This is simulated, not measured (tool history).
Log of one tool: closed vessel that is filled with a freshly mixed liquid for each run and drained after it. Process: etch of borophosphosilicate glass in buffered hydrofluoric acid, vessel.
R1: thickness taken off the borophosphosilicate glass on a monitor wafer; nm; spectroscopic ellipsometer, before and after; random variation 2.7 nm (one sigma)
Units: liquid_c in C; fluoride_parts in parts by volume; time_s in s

run 1 hour=0.0 | liquid_c=24.0 fluoride_parts=12.0 time_s=90 | R1=209.05
run 2 hour=6.5 | liquid_c=24.0 fluoride_parts=13.5 time_s=90 | R1=187.64
run 3 hour=7.9 | liquid_c=24.0 fluoride_parts=15.5 time_s=90 | R1=161.94
run 4 hour=10.0 | liquid_c=25.5 fluoride_parts=14.5 time_s=90 | R1=187.22
run 5 hour=16.3 | liquid_c=24.0 fluoride_parts=14.5 time_s=90 | R1=175.48
run 6 hour=22.1 | liquid_c=24.0 fluoride_parts=16.0 time_s=90 | R1=158.38
run 7 hour=26.0 | liquid_c=25.5 fluoride_parts=15.0 time_s=90 | R1=181.49
run 8 hour=30.8 | liquid_c=26.5 fluoride_parts=14.0 time_s=90 | R1=204.44
run 9 hour=38.4 | liquid_c=27.5 fluoride_parts=13.5 time_s=90 | R1=224.45

Forecast run 10:
-- hour=43.4 hydrofluoric acid flow meter replaced
run 10 hour=43.4 | liquid_c=28.5 fluoride_parts=13.0 time_s=90 | R1=?

Run 10 gave R1 223.68 nm.

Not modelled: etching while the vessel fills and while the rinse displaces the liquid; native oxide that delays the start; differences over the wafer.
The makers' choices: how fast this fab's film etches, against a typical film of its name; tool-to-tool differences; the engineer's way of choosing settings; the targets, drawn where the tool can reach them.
